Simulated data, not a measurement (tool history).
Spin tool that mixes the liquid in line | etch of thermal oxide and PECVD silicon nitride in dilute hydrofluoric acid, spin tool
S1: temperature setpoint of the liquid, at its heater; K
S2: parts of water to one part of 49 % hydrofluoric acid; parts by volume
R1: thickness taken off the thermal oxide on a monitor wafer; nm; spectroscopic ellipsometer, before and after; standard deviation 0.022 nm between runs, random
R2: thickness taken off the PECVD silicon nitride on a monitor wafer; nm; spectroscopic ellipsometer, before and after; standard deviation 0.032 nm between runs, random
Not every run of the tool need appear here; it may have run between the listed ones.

Run 1, hour 0: S1 295.15 K, S2 170 parts by volume, time under the liquid (s) 180. Result: R1 4.582 nm, R2 3.0965 nm.
Run 2, hour 4.3: S1 295.15 K, S2 225 parts by volume, time under the liquid (s) 180. Result: R1 3.298 nm, R2 2.306 nm.
Run 3, hour 5.9: S1 295.65 K, S2 225 parts by volume, time under the liquid (s) 180. Result: R1 3.3509 nm, R2 2.3571 nm.
Run 4, hour 7.9: S1 296.15 K, S2 225 parts by volume, time under the liquid (s) 180. Result: R1 3.413 nm, R2 2.4623 nm.
Run 5, hour 16.1: S1 296.65 K, S2 225 parts by volume, time under the liquid (s) 180. Result: R1 3.4809 nm, R2 2.5482 nm.
Run 6, hour 17.7: S1 296.65 K, S2 190 parts by volume, time under the liquid (s) 180. Result: R1 4.31 nm, R2 2.9984 nm.
Run 7, hour 20.1: S1 296.65 K, S2 200 parts by volume, time under the liquid (s) 185. Result: R1 4.1544 nm, R2 2.9177 nm.
Run 8, hour 24.8: S1 296.65 K, S2 205 parts by volume, time under the liquid (s) 185. Result: R1 4.0202 nm, R2 2.8485 nm.

Run 9, settings as shown, results not yet in. Your forecast:
Run 9, hour 29.6: S1 296.65 K, S2 210 parts by volume, time under the liquid (s) 185. Result: R1 ?, R2 ?.

Run 9 produced R1 3.9014 nm, R2 2.7539 nm.
